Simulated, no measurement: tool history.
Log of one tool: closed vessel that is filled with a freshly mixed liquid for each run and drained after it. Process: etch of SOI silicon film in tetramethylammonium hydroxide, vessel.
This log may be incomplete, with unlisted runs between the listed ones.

run  hour  temperature setpoint of the liquid (°C)  concentration of hydroxide in the mixed liquid (% by weight)  time in the liquid (s)  thickness taken off the SOI silicon film on a monitor wafer (nm)
  1   0.0                                     68.0                                                          14.0                      30                                                            151.28
  2   5.5                                     64.5                                                          14.0                      30                                                            122.08
  3  11.7                                     69.5                                                          14.0                      30                                                            166.44
  4  15.4                                     68.5                                                          14.0                      30                                                            156.34
  5  23.9                                     65.0                                                          14.0                      30                                                            127.84
  6  26.9                                     65.0                                                          15.0                      30                                                            121.61

Estimate the outcome of run 7 from the log above:
  7  34.4                                     62.0                                                          15.0                      30                                                                 ?

{"run 7": {"thickness taken off the SOI silicon film on a monitor wafer (nm)": 101.03}}

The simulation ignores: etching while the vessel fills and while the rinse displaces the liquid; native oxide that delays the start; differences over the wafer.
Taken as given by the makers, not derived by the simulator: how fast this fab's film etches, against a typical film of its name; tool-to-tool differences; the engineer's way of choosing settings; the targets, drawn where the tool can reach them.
